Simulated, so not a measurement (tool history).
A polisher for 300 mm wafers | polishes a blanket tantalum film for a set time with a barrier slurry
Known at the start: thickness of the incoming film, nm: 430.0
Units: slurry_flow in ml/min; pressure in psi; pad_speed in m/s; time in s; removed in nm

run 1 hour=0 | slurry_flow=175 pressure=2.5 pad_speed=1.1 slurry_solids=1 time=45 | removed=84.902
run 2 hour=1.7 | slurry_flow=175 pressure=2.5 pad_speed=1 slurry_solids=1 time=45 | removed=76.646
run 3 hour=8.3 | slurry_flow=180 pressure=2.7 pad_speed=1 slurry_solids=1 time=45 | removed=82.528
run 4 hour=14.8 | slurry_flow=185 pressure=2.9 pad_speed=1.02 slurry_solids=1 time=45 | removed=90.851
run 5 hour=23.5 | slurry_flow=185 pressure=3.3 pad_speed=1.02 slurry_solids=1 time=45 | removed=101.86
-- hour=26.4 slurry blender recalibrated
run 6 hour=26.4 | slurry_flow=190 pressure=3.4 pad_speed=1.04 slurry_solids=1 time=45 | removed=126.93
run 7 hour=29 | slurry_flow=190 pressure=3.4 pad_speed=1.04 slurry_solids=1 time=45 | removed=128.03
run 8 hour=34.9 | slurry_flow=195 pressure=3.4 pad_speed=1.04 slurry_solids=1 time=45 | removed=125.88
run 9 hour=36.5 | slurry_flow=200 pressure=3.4 pad_speed=1.04 slurry_solids=1 time=45 | removed=129.63

Run 10 comes next. What will it give?
run 10 hour=39.3 | slurry_flow=205 pressure=3.4 pad_speed=1.04 slurry_solids=1 time=45 | removed=?

{"run 10": {"removed": 130.19}}
